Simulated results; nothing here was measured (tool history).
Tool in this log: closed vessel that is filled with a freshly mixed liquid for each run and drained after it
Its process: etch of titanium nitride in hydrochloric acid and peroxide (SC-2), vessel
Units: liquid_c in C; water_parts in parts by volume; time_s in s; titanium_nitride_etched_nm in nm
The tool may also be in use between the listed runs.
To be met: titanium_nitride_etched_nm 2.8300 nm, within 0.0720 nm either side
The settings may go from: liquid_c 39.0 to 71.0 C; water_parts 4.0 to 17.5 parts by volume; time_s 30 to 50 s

Run 1, hour 0.0: liquid_c 55.0 C, water_parts 9.5 parts by volume, time_s 50 s. Result: titanium_nitride_etched_nm 2.3595 nm.
Run 2, hour 2.4: liquid_c 55.5 C, water_parts 9.5 parts by volume, time_s 50 s. Result: titanium_nitride_etched_nm 2.4612 nm.
Run 3, hour 10.4: liquid_c 57.0 C, water_parts 9.5 parts by volume, time_s 50 s. Result: titanium_nitride_etched_nm 2.7013 nm.
Run 4, hour 11.0: liquid_c 57.0 C, water_parts 9.5 parts by volume, time_s 50 s. Result: titanium_nitride_etched_nm 2.7125 nm.
Run 5, hour 19.7: liquid_c 57.0 C, water_parts 11.0 parts by volume, time_s 50 s. Result: titanium_nitride_etched_nm 2.3792 nm.
Run 6, hour 23.1: liquid_c 57.0 C, water_parts 12.5 parts by volume, time_s 50 s. Result: titanium_nitride_etched_nm 2.1312 nm.
Run 7, hour 31.7: liquid_c 57.5 C, water_parts 12.5 parts by volume, time_s 50 s. Result: titanium_nitride_etched_nm 2.2124 nm.
Run 8, hour 36.7: liquid_c 58.0 C, water_parts 12.5 parts by volume, time_s 50 s. Result: titanium_nitride_etched_nm 2.2654 nm.
Run 9, hour 37.7: liquid_c 58.5 C, water_parts 12.5 parts by volume, time_s 50 s. Result: titanium_nitride_etched_nm 2.3373 nm.
Run 10, hour 40.2: liquid_c 62.0 C, water_parts 12.5 parts by volume, time_s 50 s. Result: titanium_nitride_etched_nm 2.9508 nm.
Run 11, hour 44.3: liquid_c 61.0 C, water_parts 12.5 parts by volume, time_s 50 s. Result: titanium_nitride_etched_nm 2.7278 nm.

Exercise: of the 4 proposed moves below, exactly one satisfies all targets within the stated allowed misses. Which move is it?
Run A, hour 48.4: liquid_c 61.0 C, water_parts 13.0 parts by volume, time_s 50 s. Result: titanium_nitride_etched_nm ?.
Run B, hour 48.4: liquid_c 58.0 C, water_parts 11.0 parts by volume, time_s 50 s. Result: titanium_nitride_etched_nm ?.
Run C, hour 48.4: liquid_c 60.5 C, water_parts 13.0 parts by volume, time_s 50 s. Result: titanium_nitride_etched_nm ?.
Run D, hour 48.4: liquid_c 61.5 C, water_parts 12.5 parts by volume, time_s 50 s. Result: titanium_nitride_etched_nm ?.

move  titanium_nitride_etched_nm
   A                      2.6847
   B                      2.5649
   C                      2.6022
   D                      2.8651
A: further off than the last run
B: further off than the last run
C: further off than the last run
D: meets every target
Move D is the one to make.
